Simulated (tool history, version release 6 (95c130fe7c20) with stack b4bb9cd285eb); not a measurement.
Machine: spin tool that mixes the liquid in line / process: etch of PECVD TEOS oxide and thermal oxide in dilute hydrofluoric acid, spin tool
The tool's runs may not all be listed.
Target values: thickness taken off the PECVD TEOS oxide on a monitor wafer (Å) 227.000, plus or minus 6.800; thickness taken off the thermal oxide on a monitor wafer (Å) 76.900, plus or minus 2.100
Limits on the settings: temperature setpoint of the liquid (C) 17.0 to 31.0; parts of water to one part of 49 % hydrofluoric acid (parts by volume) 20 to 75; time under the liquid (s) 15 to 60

run,hour,temperature setpoint of the liquid (C),parts of water to one part of 49 % hydrofluoric acid (parts by volume),time under the liquid (s),thickness taken off the PECVD TEOS oxide on a monitor wafer (Å),thickness taken off the thermal oxide on a monitor wafer (Å)
1,0.0,23.0,45,30,102.320,34.876
2,5.2,23.0,55,30,84.599,28.474
3,9.2,23.0,55,15,42.427,14.276
4,12.4,25.0,45,20,75.710,25.470
5,18.2,25.0,45,15,55.964,19.255
6,26.2,26.0,40,20,90.156,29.949
7,27.1,27.0,35,20,105.980,35.793
8,34.6,28.0,30,20,130.040,43.737
9,38.7,28.5,30,20,133.430,45.200
10,45.6,29.0,30,20,135.500,46.329
11,48.6,29.5,30,20,137.160,47.202

Exactly one of the 4 candidate moves below puts every result within its allowed miss. Which one?
A,51.6,30.0,30,30,?,?
B,51.6,27.0,25,30,?,?
C,51.6,29.5,20,20,?,?
D,51.6,29.0,25,30,?,?

move,thickness taken off the PECVD TEOS oxide on a monitor wafer (Å),thickness taken off the thermal oxide on a monitor wafer (Å)
A,213.080,71.671
B,228.120,76.732
C,212.180,71.369
D,247.530,83.260
A: gains on the last run, yet a result remains outside its allowed miss
B: in spec on every target
C: gains on the last run, yet a result remains outside its allowed miss
D: takes the biggest miss from the last run beyond its target
The right move is B.

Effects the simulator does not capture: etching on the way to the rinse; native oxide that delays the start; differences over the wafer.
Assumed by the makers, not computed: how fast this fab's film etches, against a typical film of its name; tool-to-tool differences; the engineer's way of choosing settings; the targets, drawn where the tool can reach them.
